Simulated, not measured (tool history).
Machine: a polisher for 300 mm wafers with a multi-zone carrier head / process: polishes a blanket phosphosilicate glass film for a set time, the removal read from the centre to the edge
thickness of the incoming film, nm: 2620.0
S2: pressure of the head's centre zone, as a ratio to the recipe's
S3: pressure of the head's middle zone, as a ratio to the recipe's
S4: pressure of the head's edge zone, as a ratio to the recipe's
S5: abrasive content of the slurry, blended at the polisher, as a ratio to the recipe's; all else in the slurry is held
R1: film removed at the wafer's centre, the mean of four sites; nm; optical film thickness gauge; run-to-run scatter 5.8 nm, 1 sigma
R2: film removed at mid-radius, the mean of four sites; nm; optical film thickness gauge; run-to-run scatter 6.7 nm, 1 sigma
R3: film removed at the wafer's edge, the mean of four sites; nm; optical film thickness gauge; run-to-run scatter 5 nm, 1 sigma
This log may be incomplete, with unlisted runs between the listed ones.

run 1 day=0 | flow_of_slurry_(ml/min)=150 S2=1 S3=1 S4=1 S5=1 polishing_time_(s)=77 | R1=406.91 R2=404.19 R3=396.48
run 2 day=0.167 | flow_of_slurry_(ml/min)=155 S2=1.02 S3=0.99 S4=1.02 S5=1.1 polishing_time_(s)=77 | R1=425.59 R2=407.07 R3=415.54
run 3 day=0.375 | flow_of_slurry_(ml/min)=160 S2=1.04 S3=0.99 S4=1.04 S5=1.15 polishing_time_(s)=78 | R1=453.87 R2=423.64 R3=440.17
run 4 day=0.404 | flow_of_slurry_(ml/min)=180 S2=1.04 S3=0.99 S4=1.04 S5=1.15 polishing_time_(s)=78 | R1=456.88 R2=429.17 R3=444.95
run 5 day=0.7 | flow_of_slurry_(ml/min)=180 S2=1.01 S3=0.99 S4=1.04 S5=1.15 polishing_time_(s)=78 | R1=450.32 R2=439.82 R3=437.41
run 6 day=0.792 | flow_of_slurry_(ml/min)=180 S2=1.01 S3=0.99 S4=0.97 S5=1.15 polishing_time_(s)=78 | R1=452.99 R2=427.11 R3=427
run 7 day=0.892 | flow_of_slurry_(ml/min)=180 S2=1.03 S3=0.99 S4=0.99 S5=1.2 polishing_time_(s)=79 | R1=458.16 R2=444.32 R3=445.23
run 8 day=0.938 | flow_of_slurry_(ml/min)=185 S2=1.05 S3=0.98 S4=0.99 S5=1.25 polishing_time_(s)=80 | R1=484.09 R2=455.59 R3=460.13
run 9 day=1.079 | flow_of_slurry_(ml/min)=190 S2=1.07 S3=0.97 S4=1.01 S5=1.3 polishing_time_(s)=81 | R1=513.3 R2=467.78 R3=482.02

Run 10 has not been measured yet. What should we expect?
run 10 day=1.125 | flow_of_slurry_(ml/min)=205 S2=1.15 S3=0.92 S4=1.11 S5=1.5 polishing_time_(s)=82 | R1=? R2=? R3=?

R1: 601.44 nm
R2: 466.8 nm
R3: 535.97 nm
